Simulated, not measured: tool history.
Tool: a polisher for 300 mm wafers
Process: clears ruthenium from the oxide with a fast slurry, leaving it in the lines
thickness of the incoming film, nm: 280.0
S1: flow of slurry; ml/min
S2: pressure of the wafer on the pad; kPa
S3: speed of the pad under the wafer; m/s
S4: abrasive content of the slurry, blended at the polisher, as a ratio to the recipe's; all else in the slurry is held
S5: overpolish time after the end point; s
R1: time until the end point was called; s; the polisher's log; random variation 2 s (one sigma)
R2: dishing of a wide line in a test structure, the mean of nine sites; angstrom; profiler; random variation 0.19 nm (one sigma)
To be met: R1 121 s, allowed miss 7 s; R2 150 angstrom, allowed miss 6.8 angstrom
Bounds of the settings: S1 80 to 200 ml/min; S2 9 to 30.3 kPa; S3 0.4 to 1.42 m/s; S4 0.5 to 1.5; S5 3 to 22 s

| run | day | S1 | S2 | S3 | S4 | S5 | R1 | R2 |
|---|---|---|---|---|---|---|---|---|
| 1 | 0 | 130 | 19.3 | 0.9 | 1 | 11 | 83.721 | 202.12 |
| 2 | 0.058 | 130 | 19.3 | 0.9 | 1.1 | 11 | 78.792 | 205.08 |
| 3 | 0.367 | 130 | 19.3 | 1.04 | 1.1 | 11 | 68.545 | 225.02 |
| 4 | 0.496 | 130 | 16.5 | 1.02 | 1.1 | 11 | 79.889 | 212 |
| 5 | 0.596 | 130 | 14.5 | 0.98 | 1.1 | 10 | 89.762 | 178.65 |
| 6 | 0.962 | 130 | 18.6 | 0.98 | 1.1 | 10 | 74.708 | 203.77 |
| 7 | 1.338 | 130 | 15.9 | 0.96 | 1.1 | 10 | 88.227 | 186.04 |
| 8 | 1.712 | 130 | 13.8 | 0.96 | 1.1 | 10 | 95.976 | 174.92 |
| 9 | 1.904 | 130 | 12.4 | 0.96 | 1.1 | 10 | 104.48 | 159.09 |
| 10 | 2.108 | 125 | 11.7 | 0.96 | 1.1 | 10 | 111.49 | 158.1 |

Which of these 5 next moves meets every target?
| A | 2.312 | 130 | 10.3 | 0.84 | 1.1 | 14 | ? | ? |
| B | 2.312 | 150 | 11.7 | 0.88 | 1.1 | 10 | ? | ? |
| C | 2.312 | 120 | 9 | 0.92 | 1.1 | 12 | ? | ? |
| D | 2.312 | 130 | 9.7 | 0.92 | 0.95 | 12 | ? | ? |
| E | 2.312 | 115 | 12.4 | 1.08 | 0.75 | 12 | ? | ? |

| move | R1 | R2 |
|---|---|---|
| A | 141.17 | 173.76 |
| B | 119.44 | 154.76 |
| C | 146.69 | 152.23 |
| D | 148.04 | 151.24 |
| E | 124.09 | 170.88 |
A: takes the result that was furthest off past its target
B: meets every target
C: takes the result that was furthest off past its target
D: takes the result that was furthest off past its target
E: brings the result that was furthest off to its target, and leaves another outside
Move B is the one to make.
